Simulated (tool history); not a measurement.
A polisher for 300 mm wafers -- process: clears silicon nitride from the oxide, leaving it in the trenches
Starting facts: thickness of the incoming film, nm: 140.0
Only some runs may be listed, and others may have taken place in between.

run,hour,flow of slurry (ml/min),pressure of the wafer on the pad (kPa),speed of the pad under the wafer (m/s),overpolish time after the end point (s),time until the end point was called (s)
1,0,315,22.8,0.94,45,104.92
2,1.6,315,24.1,0.94,45,96.99
3,9.8,315,25.5,0.94,45,92.849
4,11.2,315,26.9,0.94,45,86.138
5,20,315,26.9,0.74,45,108.36
6,27.9,315,29,0.74,45,101.38
7,36.2,315,30.3,0.74,45,97.016
8,38.4,315,31.7,0.76,45,90.101
9,41.7,315,35.9,0.8,45,77.468
10,48.4,315,35.9,0.8,45,76.996
11,50.6,315,35.9,0.8,45,76.877

Run 12 comes next. What will it give?
# hour 53: head pressure recalibrated
12,53,315,35.9,0.84,45,?

{"run 12": {"time until the end point was called (s)": 79.682}}
